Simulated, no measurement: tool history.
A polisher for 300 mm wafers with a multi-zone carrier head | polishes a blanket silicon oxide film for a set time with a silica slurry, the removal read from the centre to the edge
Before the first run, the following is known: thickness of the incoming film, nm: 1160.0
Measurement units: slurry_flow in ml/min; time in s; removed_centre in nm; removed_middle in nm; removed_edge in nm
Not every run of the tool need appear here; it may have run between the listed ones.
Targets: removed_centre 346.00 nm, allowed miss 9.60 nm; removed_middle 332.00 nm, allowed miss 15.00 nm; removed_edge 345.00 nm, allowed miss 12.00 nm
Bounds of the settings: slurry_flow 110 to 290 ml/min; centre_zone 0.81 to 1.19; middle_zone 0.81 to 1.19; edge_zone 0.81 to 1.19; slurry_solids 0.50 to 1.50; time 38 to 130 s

run,day,slurry_flow,centre_zone,middle_zone,edge_zone,slurry_solids,time,removed_centre,removed_middle,removed_edge
1,0.000,185,1.00,1.00,1.00,1.00,84,248.03,244.50,242.17
2,0.250,185,1.00,1.00,0.94,1.00,84,251.18,244.20,237.89
3,0.604,190,1.01,1.00,0.97,1.10,85,265.65,257.31,250.52
4,0.804,190,1.01,0.99,1.00,1.20,87,286.11,269.47,270.97
5,1.117,190,1.08,0.99,1.00,1.20,87,300.78,267.13,269.66
6,1.183,190,1.14,0.99,1.00,1.20,87,316.41,270.37,270.60
7,1.358,195,1.12,1.00,1.03,1.25,88,321.91,280.87,283.87
8,1.592,225,1.04,1.07,1.13,1.50,89,335.41,333.93,326.99

4 candidate next runs follow, results not yet known. Just one meets every target within its allowed miss. Identify it.
A,1.825,230,0.93,1.08,1.19,1.50,98,?,?,?
B,1.825,225,1.06,1.06,1.19,1.50,91,?,?,?
C,1.825,260,1.05,1.19,1.06,1.50,91,?,?,?
D,1.825,210,1.08,1.15,1.08,1.50,97,?,?,?

move,removed_centre,removed_middle,removed_edge
A,323.91,376.52,366.42
B,342.28,343.10,339.78
C,344.68,384.41,323.10
D,369.10,389.44,342.37
A: the result that was furthest off in the last run now lies on the other side of its target
B: each result inside its tolerance
C: moves away from the targets compared with the last run
D: corrects the largest miss of the last run, while another result sits out of spec
Move B is the one to make.
